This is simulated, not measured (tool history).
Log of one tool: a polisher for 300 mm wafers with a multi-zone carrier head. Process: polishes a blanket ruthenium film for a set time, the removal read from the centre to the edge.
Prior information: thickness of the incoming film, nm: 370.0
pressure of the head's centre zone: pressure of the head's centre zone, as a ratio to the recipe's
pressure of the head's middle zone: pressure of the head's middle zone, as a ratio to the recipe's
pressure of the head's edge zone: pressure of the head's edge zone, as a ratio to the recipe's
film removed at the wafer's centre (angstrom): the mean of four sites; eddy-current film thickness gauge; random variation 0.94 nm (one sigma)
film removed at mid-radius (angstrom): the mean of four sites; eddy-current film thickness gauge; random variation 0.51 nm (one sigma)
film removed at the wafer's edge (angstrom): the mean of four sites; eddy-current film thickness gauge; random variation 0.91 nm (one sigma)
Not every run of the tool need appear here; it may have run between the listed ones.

run  hour  flow of slurry (ml/min)  pressure of the head's centre zone  pressure of the head's middle zone  pressure of the head's edge zone  polishing time (s)  film removed at the wafer's centre (angstrom)  film removed at mid-radius (angstrom)  film removed at the wafer's edge (angstrom)
  1     0                      195                                   1                                   1                                 1                  84                                         894.82                                 902.42                                       952.91
  2   1.1                      195                                   1                                1.05                                 1                  84                                         915.24                                 936.97                                       953.28
  3   5.3                      190                                1.01                                1.02                              0.96                  78                                         839.81                                 834.92                                       873.06
  4   8.3                      190                                1.02                                1.03                              0.93                  73                                         783.29                                 791.12                                       782.27
  5  10.1                      155                                1.02                                1.03                              0.93                  73                                         749.92                                 745.03                                       750.75
  6  18.2                      155                                1.02                                1.03                              0.99                  73                                         735.56                                 737.43                                       771.16
  7  20.2                      145                                1.04                                1.03                              0.97                  72                                         715.62                                 712.17                                       731.15

Run 8 is up next; what results do you expect?
  8  22.7                      120                                 1.1                                1.01                              0.94                  72                                              ?                                      ?                                            ?

Run 8 came out at film removed at the wafer's centre (angstrom) 703.87, film removed at mid-radius (angstrom) 645.55, film removed at the wafer's edge (angstrom) 692.33.

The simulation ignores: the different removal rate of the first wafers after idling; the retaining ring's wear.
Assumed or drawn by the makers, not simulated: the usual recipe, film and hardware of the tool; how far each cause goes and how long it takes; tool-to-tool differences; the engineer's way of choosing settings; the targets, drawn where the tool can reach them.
